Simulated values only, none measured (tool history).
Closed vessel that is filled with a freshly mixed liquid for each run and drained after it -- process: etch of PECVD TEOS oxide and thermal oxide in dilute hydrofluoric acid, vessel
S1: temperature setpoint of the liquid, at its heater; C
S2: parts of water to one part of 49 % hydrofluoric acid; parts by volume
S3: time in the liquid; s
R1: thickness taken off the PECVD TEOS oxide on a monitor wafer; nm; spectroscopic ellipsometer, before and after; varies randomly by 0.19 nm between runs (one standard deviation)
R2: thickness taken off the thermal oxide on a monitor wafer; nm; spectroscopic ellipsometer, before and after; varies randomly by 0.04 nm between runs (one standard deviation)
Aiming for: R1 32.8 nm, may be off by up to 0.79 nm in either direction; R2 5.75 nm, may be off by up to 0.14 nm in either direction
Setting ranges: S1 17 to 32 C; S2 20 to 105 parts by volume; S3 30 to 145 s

run  hour    S1  S2  S3      R1      R2
  1     0    24  55  75  39.226  6.8637
  2   7.8  25.5  55  75  41.681  7.3663
  3  12.8  25.5  45  75  52.252  9.0278
  4  20.5  25.5  25  75  96.637  16.853
  5  22.6  25.5  40  75  58.689  10.477
  6  30.6    24  45  75  48.696  8.5504
  7  36.8    24  45  75   49.15  8.5252
  8  38.7    24  45  75  48.683  8.4869
  9  43.9  22.5  45  75  45.754  8.0565
 10  53.2  22.5  45  75  45.859  8.0261
 11  57.3    21  45  75  42.994  7.5114
 12  62.8    20  45  75   41.47  7.2416

Which one of the following 4 next-run settings gets every result inside its allowed miss? There is exactly one.
  A  68.3    17   40   65   ?   ?
  B  68.3  21.5   55   70   ?   ?
  C  68.3  21.5   60   80   ?   ?
  D  68.3    32  105  100   ?   ?

move      R1      R2
   A  35.482  6.2466
   B  33.101  5.8274
   C  34.463  6.0673
   D  34.955  6.1538
A: nearer the targets than the last run, but a result is still out of spec
B: hits every target within its allowed miss
C: nearer the targets than the last run, but a result is still out of spec
D: nearer the targets than the last run, but a result is still out of spec
So the answer is move B, the one that meets all the targets.

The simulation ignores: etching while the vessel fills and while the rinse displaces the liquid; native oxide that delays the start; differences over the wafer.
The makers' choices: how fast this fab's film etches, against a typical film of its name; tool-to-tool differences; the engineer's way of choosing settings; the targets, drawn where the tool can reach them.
